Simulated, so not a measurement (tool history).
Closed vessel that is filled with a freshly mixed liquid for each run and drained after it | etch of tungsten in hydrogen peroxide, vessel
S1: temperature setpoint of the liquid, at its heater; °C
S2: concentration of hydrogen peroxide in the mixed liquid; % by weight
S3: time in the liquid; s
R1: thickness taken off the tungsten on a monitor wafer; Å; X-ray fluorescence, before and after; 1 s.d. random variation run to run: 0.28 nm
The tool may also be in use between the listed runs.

run,hour,S1,S2,S3,R1
1,0,52,18.5,90,905.74
2,4.4,49.5,18.5,90,767.59
3,9.3,49.5,20.5,90,803.74
4,12.7,47.5,20.5,90,715.6
5,16.6,51,20.5,90,874.65
6,18.6,51,20.5,95,931.8

Run 7 comes next. What will it give?
7,25.4,48,20.5,95,?

{"run 7": {"R1": 783.54}}
